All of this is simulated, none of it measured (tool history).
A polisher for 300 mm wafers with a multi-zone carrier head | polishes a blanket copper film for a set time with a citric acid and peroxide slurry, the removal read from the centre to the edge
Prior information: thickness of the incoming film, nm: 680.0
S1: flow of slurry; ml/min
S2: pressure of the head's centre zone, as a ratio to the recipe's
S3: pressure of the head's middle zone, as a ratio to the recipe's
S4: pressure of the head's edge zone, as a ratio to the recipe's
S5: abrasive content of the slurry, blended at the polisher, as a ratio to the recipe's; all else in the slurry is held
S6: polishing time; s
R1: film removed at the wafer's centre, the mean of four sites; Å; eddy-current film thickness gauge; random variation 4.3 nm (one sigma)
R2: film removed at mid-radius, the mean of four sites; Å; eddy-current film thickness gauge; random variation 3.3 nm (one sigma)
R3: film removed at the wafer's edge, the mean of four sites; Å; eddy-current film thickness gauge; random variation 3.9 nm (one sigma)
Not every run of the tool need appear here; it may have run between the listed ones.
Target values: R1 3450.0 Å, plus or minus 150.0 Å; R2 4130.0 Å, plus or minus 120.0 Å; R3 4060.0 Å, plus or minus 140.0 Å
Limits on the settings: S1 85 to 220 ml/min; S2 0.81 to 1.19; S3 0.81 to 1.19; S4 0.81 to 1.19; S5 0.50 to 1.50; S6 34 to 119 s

run,hour,S1,S2,S3,S4,S5,S6,R1,R2,R3
1,0.0,140,1.00,1.00,1.00,1.00,76,2579.3,2661.3,2582.3
2,0.8,140,1.00,1.00,1.00,1.10,76,2602.8,2719.9,2672.8
3,8.4,140,1.00,1.00,0.97,1.10,76,2670.6,2697.1,2656.4
4,13.0,140,1.00,1.00,0.97,1.10,87,3051.6,3114.0,3001.6
5,20.0,140,1.08,1.00,0.97,1.10,87,3294.3,3137.4,2987.0
6,22.3,140,1.08,1.00,0.90,1.10,87,3252.3,3073.0,2957.5
7,27.1,145,1.03,1.00,0.92,1.15,89,3209.6,3260.7,3053.4
8,30.1,140,1.00,0.99,0.96,1.20,92,3213.6,3348.7,3266.3
9,38.3,145,0.99,0.99,0.99,1.25,93,3263.8,3407.5,3362.2
10,47.3,150,0.98,1.00,1.01,1.30,94,3422.6,3537.2,3488.8
11,56.2,155,0.95,1.01,1.03,1.35,95,3328.0,3630.5,3564.0
12,57.2,160,0.94,1.02,1.05,1.40,96,3419.8,3812.5,3703.5
13,66.0,165,0.93,1.02,1.07,1.40,96,3338.3,3833.5,3800.2
14,72.0,165,0.93,1.02,1.07,1.40,96,3447.6,3835.1,3807.3
15,79.7,170,0.92,1.03,1.08,1.40,96,3360.0,3850.3,3801.4

Pick the move, out of 4, that brings all results within their allowed miss; only one does.
A,87.4,200,0.81,1.01,1.17,1.20,111,?,?,?
B,87.4,175,0.85,0.91,1.11,1.30,111,?,?,?
C,87.4,200,0.87,1.03,1.08,0.90,111,?,?,?
D,87.4,170,0.84,1.11,1.04,1.50,94,?,?,?

move,R1,R2,R3
A,3390.1,4371.8,4495.6
B,3538.8,3995.2,4394.9
C,3402.2,4149.3,4027.9
D,3051.8,4121.2,3704.8
A: carries the result that was furthest off beyond its target, to the other side
B: roughly where the last run was
C: meets every target
D: gets the furthest-off result to its target, but another result is out of tolerance
Correct choice: C, which meets every target
